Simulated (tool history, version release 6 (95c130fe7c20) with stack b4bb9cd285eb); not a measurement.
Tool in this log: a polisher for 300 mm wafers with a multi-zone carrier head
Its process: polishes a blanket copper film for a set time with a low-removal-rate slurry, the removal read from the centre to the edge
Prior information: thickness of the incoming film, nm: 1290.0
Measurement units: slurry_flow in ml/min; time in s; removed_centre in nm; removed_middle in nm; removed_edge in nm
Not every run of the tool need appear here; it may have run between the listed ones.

| run | hour | slurry_flow | centre_zone | middle_zone | edge_zone | slurry_solids | time | removed_centre | removed_middle | removed_edge |
|---|---|---|---|---|---|---|---|---|---|---|
| 1 | 0 | 180 | 1 | 1 | 1 | 1 | 76 | 136.76 | 142.38 | 143.09 |
| 2 | 5.7 | 180 | 1 | 1.07 | 1 | 1 | 76 | 138.09 | 150.05 | 145.04 |
| 3 | 10.9 | 180 | 1.07 | 1.07 | 1 | 1 | 76 | 144.58 | 150.52 | 141.4 |
| 4 | 11.7 | 175 | 1.03 | 1.08 | 0.99 | 0.95 | 75 | 137.74 | 150.16 | 139.05 |
| 5 | 12.6 | 170 | 1 | 1.07 | 0.99 | 0.9 | 74 | 129.41 | 141.38 | 135.58 |
| 6 | 17.9 | 165 | 0.97 | 1.08 | 0.98 | 0.85 | 74 | 121.43 | 140.58 | 130.46 |

Predict the results of run 7:
| 7 | 20.8 | 160 | 0.95 | 1.08 | 0.98 | 0.85 | 74 | ? | ? | ? |

removed_centre: 121.25 nm
removed_middle: 139.61 nm
removed_edge: 132.82 nm
